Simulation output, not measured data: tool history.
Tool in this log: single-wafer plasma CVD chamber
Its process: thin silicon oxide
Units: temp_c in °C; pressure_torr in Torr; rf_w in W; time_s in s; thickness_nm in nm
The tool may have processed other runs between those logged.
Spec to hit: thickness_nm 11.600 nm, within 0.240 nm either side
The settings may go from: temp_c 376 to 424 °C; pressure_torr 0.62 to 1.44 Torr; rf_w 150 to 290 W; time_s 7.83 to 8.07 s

run	hour	temp_c	pressure_torr	rf_w	time_s	thickness_nm
1	0.0	400	1.03	220	7.83	14.355
2	9.0	400	0.95	220	7.83	13.636
3	14.0	400	0.95	220	8.07	13.956
4	15.2	400	1.04	220	8.07	14.908
5	20.0	400	0.94	220	8.07	13.854
6	22.5	400	0.94	220	7.83	13.541
7	29.4	400	0.88	220	7.83	12.935
8	35.5	400	0.84	220	7.83	12.413
9	36.7	400	0.82	220	7.83	12.242
10	45.5	400	0.80	220	7.83	11.998
11	49.8	400	0.79	220	7.83	12.040

Of the 4 settings listed for the next run, only one would bring every result within its allowed miss of target. Which one?
A	54.1	401	0.80	215	8.04	?
B	54.1	391	0.81	215	8.02	?
C	54.1	402	0.80	210	7.83	?
D	54.1	406	0.84	210	7.88	?

move	thickness_nm
A	12.165
B	12.335
C	11.629
D	12.084
A: moves away from the targets compared with the last run
B: moves away from the targets compared with the last run
C: all results in spec
D: moves away from the targets compared with the last run
The right move is C.

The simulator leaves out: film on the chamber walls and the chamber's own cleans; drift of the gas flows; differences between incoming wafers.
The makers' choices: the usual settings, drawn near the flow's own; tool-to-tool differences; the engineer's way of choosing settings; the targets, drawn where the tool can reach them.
